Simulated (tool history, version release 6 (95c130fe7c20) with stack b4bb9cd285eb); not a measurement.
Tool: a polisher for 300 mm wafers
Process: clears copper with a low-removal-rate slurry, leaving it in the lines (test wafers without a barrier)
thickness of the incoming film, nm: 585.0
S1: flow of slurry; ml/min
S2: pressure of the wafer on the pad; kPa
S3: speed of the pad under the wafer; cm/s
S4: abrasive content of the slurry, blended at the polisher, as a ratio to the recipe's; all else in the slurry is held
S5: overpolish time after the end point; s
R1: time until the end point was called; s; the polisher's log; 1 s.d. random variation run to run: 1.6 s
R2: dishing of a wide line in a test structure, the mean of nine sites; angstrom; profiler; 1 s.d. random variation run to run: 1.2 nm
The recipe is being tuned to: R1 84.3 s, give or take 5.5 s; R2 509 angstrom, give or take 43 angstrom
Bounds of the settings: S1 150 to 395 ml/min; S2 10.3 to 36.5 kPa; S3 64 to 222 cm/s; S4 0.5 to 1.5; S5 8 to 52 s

{"run": 1, "day": 0.0, "S1": 250, "S2": 23.4, "S3": 142, "S4": 1, "S5": 26, "R1": 135.29, "R2": 661.65}
{"run": 2, "day": 0.096, "S1": 250, "S2": 23.4, "S3": 128, "S4": 1, "S5": 26, "R1": 147.11, "R2": 646.99}
{"run": 3, "day": 0.233, "S1": 240, "S2": 24.1, "S3": 148, "S4": 0.95, "S5": 21, "R1": 130.88, "R2": 573.9}
{"run": 4, "day": 0.4, "S1": 200, "S2": 24.1, "S3": 148, "S4": 0.95, "S5": 21, "R1": 135.99, "R2": 581.46}
{"run": 5, "day": 0.492, "S1": 200, "S2": 24.1, "S3": 148, "S4": 0.95, "S5": 15, "R1": 135.91, "R2": 453.08}
{"run": 6, "day": 0.762, "S1": 200, "S2": 24.1, "S3": 148, "S4": 0.95, "S5": 21, "R1": 136.89, "R2": 573.11}
{"run": 7, "day": 1.1, "S1": 215, "S2": 26.2, "S3": 152, "S4": 0.95, "S5": 18, "R1": 117.95, "R2": 554.58}
{"run": 8, "day": 1.288, "S1": 225, "S2": 27.6, "S3": 154, "S4": 0.95, "S5": 16, "R1": 111.24, "R2": 578.91}

Exercise: of the 5 proposed moves below, exactly one satisfies all targets within the stated allowed misses. Which move is it?
{"run": "A", "day": 1.475, "S1": 200, "S2": 36.5, "S3": 180, "S4": 0.85, "S5": 8, "R1": "?", "R2": "?"}
{"run": "B", "day": 1.475, "S1": 215, "S2": 34.5, "S3": 138, "S4": 1.05, "S5": 12, "R1": "?", "R2": "?"}
{"run": "C", "day": 1.475, "S1": 240, "S2": 34.5, "S3": 176, "S4": 1.05, "S5": 14, "R1": "?", "R2": "?"}
{"run": "D", "day": 1.475, "S1": 150, "S2": 31.7, "S3": 162, "S4": 1.15, "S5": 17, "R1": "?", "R2": "?"}
{"run": "E", "day": 1.475, "S1": 245, "S2": 34.5, "S3": 158, "S4": 0.9, "S5": 11, "R1": "?", "R2": "?"}

move=A R1=76.576 R2=449.51
move=B R1=99.53 R2=502.86
move=C R1=77.432 R2=679.88
move=D R1=96.613 R2=662.7
move=E R1=88.532 R2=514.88
A: carries the result that was furthest off beyond its target, to the other side
B: closes in on the targets versus the last run, not all within tolerance yet
C: carries the result that was furthest off beyond its target, to the other side
D: closes in on the targets versus the last run, not all within tolerance yet
E: meets every target
E is the move that brings every result within its allowed miss.
